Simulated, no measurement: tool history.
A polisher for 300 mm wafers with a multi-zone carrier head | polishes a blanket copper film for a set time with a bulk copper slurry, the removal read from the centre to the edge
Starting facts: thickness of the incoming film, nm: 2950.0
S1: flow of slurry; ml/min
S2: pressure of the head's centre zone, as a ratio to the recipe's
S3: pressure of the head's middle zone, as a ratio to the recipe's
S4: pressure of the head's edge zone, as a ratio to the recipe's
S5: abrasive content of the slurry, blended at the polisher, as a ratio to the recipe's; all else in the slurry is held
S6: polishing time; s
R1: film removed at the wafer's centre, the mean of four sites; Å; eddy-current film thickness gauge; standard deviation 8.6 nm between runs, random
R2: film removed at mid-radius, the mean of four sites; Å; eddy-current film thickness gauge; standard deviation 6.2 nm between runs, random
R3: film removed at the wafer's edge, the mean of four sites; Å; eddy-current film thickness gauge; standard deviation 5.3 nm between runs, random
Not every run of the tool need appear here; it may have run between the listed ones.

run  hour   S1    S2    S3    S4    S5  S6      R1      R2      R3
  1     0  165     1     1     1     1  81  7209.1  7485.4  7224.3
  2     4  165  0.95     1     1     1  81  6985.7  7339.8  7197.7
  3   5.4  165  0.95     1     1  0.85  81  6718.9    7281  6888.7
  4  11.8  165  0.96  0.99  0.98   0.8  79  6538.9  6924.5  6721.8
  5    15  190  0.96  0.99  0.98   0.8  79  6690.9  7178.9  6989.8
  6  20.8  190  0.96  0.99  0.98   0.8  63  5391.8  5566.9  5440.7
  7  24.7  190  0.98     1  0.97   0.8  63  5518.3  5696.1  5408.9
  8  28.8  190  0.99     1  0.96   0.8  63  5632.9  5661.7  5482.1

Forecast run 9:
  9  35.1  185   1  1.01  0.95  0.8  63   ?   ?   ?

{"run 9": {"R1": 5487.4, "R2": 5608.8, "R3": 5446.6}}
